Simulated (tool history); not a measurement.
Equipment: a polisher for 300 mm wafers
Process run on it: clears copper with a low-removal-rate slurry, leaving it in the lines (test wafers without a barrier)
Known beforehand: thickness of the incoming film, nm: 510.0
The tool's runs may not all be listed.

run,day,flow of slurry (ml/min),pressure of the wafer on the pad (psi),speed of the pad under the wafer (m/s),abrasive content of the slurry,overpolish time after the end point (s),time until the end point was called (s),dishing of a wide line in a test structure (Å)
1,0,310,2.3,1.36,1,21,137.68,456.34
2,0.088,310,2.3,1.36,1,27,141.3,520.36
3,0.225,310,2.3,1.18,1,27,164.5,473.4
4,0.438,310,2.3,1.18,1.15,27,152.3,514.92
5,0.708,310,2.7,1.18,1.15,27,136.09,556.01
6,1.046,310,2.7,1.18,1.15,33,134.45,628.97

Run 7, settings as shown, results not yet in. Your forecast:
7,1.075,310,2.9,1.2,1.15,32,?,?

Run 7 measured time until the end point was called (s) 123.51, dishing of a wide line in a test structure (Å) 631.76.
